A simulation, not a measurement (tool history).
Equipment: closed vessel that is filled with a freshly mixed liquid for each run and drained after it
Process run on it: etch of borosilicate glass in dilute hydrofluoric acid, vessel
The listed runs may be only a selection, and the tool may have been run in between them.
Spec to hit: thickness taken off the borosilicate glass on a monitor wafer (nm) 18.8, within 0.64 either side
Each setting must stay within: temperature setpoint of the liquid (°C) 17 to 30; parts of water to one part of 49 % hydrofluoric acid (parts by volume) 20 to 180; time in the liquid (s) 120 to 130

run	hour	temperature setpoint of the liquid (°C)	parts of water to one part of 49 % hydrofluoric acid (parts by volume)	time in the liquid (s)	thickness taken off the borosilicate glass on a monitor wafer (nm)
1	0	22	100	120	36.088
2	8.1	21	110	120	30.917
3	10.3	21	110	130	33.687
4	14.4	23	110	130	36.877
5	18.1	23	110	130	37.13
6	25.1	22	120	130	31.598
7	31.1	21	125	130	29.675
8	34.6	20.5	130	130	27.975
9	41.6	20	135	130	25.898
10	45.6	19.5	140	130	24.38
11	51.8	19	145	130	22.38
12	54.7	18.5	145	130	22.497
13	57.2	18	150	130	21.404
14	64.1	17.5	155	130	20.062

Exercise: of the 4 proposed moves below, exactly one satisfies all targets within the stated allowed misses. Which move is it?
A	71	18	150	130	?
B	71	18	140	120	?
C	71	17.5	150	130	?
D	71	17	160	130	?

move	thickness taken off the borosilicate glass on a monitor wafer (nm)
A	20.95
B	20.927
C	20.528
D	18.674
A: moves away from the targets compared with the last run
B: moves away from the targets compared with the last run
C: moves away from the targets compared with the last run
D: all results in spec
D is the move that brings every result within its allowed miss.
